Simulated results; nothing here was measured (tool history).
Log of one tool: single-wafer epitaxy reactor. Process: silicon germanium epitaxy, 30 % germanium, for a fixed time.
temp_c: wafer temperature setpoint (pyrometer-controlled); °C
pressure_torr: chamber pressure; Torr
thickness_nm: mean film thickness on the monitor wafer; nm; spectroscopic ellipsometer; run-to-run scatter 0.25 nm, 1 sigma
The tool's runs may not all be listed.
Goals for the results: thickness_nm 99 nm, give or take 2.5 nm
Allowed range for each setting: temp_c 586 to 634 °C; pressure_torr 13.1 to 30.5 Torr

run  hour  temp_c  pressure_torr  thickness_nm
  1     0     610           21.8         75.38
  2     7     613           21.9        80.736
  3  13.4     615             22         83.85
  4  20.3     620             22        92.832
  5  27.8     620           18.3        88.315
  6  36.5     621           18.3         90.03
  7  40.8     622           18.3        91.439
  8  47.1     623           18.3        93.567
  9  48.4     624           18.3        95.202

Which of these 4 next moves meets every target?
  A  49.7     620           19.2             ?
  B  49.7     629           16.6             ?
  C  49.7     621           19.4             ?
  D  49.7     627           16.3             ?

move  thickness_nm
   A        89.691
   B        103.13
   C        91.733
   D        98.749
A: the biggest miss grows against the last run
B: the result that was furthest off in the last run now lies on the other side of its target
C: the biggest miss grows against the last run
D: all results land within tolerance of their targets
So the answer is move D, the one that meets all the targets.
